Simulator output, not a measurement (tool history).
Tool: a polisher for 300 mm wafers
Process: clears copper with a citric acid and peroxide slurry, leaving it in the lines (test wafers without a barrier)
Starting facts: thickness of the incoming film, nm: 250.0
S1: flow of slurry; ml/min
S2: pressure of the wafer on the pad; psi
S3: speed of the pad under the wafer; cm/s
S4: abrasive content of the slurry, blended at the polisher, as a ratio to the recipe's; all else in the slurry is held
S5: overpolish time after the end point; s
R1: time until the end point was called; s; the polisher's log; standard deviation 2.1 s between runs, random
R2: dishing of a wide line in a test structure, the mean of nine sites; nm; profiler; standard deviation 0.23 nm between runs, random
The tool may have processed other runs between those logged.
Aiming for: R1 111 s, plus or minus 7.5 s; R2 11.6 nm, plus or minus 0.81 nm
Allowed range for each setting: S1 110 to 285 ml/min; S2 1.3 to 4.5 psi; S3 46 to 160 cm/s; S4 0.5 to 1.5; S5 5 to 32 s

run 1 day=0 | S1=180 S2=2.9 S3=102 S4=1 S5=16 | R1=122.32 R2=23.885
run 2 day=0.096 | S1=180 S2=2.9 S3=102 S4=1.15 S5=16 | R1=118.3 R2=24.239
run 3 day=0.229 | S1=205 S2=2.9 S3=102 S4=1.15 S5=16 | R1=113.98 R2=24.037
run 4 day=0.417 | S1=175 S2=2.9 S3=102 S4=1.15 S5=16 | R1=115.53 R2=24.911
run 5 day=0.783 | S1=175 S2=2.3 S3=102 S4=1.15 S5=16 | R1=145.22 R2=19.212
run 6 day=0.896 | S1=195 S2=2.3 S3=102 S4=1.15 S5=16 | R1=149.16 R2=19.681
run 7 day=0.946 | S1=175 S2=2.4 S3=100 S4=1.25 S5=13 | R1=134.99 R2=16.207
run 8 day=1.008 | S1=175 S2=2.5 S3=100 S4=1.3 S5=11 | R1=133.21 R2=15.006
run 9 day=1.379 | S1=175 S2=2.6 S3=100 S4=1.35 S5=9 | R1=125.27 R2=12.647

Exercise: of the 5 proposed moves below, exactly one satisfies all targets within the stated allowed misses. Which move is it?
run A day=1.75 | S1=190 S2=2.5 S3=102 S4=1.45 S5=8 | R1=? R2=?
run B day=1.75 | S1=230 S2=3.2 S3=98 S4=1.2 S5=9 | R1=? R2=?
run C day=1.75 | S1=160 S2=2.7 S3=96 S4=1.35 S5=7 | R1=? R2=?
run D day=1.75 | S1=185 S2=2.6 S3=96 S4=1.4 S5=8 | R1=? R2=?
run E day=1.75 | S1=190 S2=3.1 S3=96 S4=1.5 S5=7 | R1=? R2=?

move=A R1=129.67 R2=11.281
move=B R1=107.14 R2=15.249
move=C R1=133.1 R2=9.6728
move=D R1=133.81 R2=10.95
move=E R1=110.94 R2=11.564
A: lands further from the targets than the last run did
B: puts the biggest miss on target and leaves a different result outside tolerance
C: lands further from the targets than the last run did
D: lands further from the targets than the last run did
E: in spec on every target
Answer: E

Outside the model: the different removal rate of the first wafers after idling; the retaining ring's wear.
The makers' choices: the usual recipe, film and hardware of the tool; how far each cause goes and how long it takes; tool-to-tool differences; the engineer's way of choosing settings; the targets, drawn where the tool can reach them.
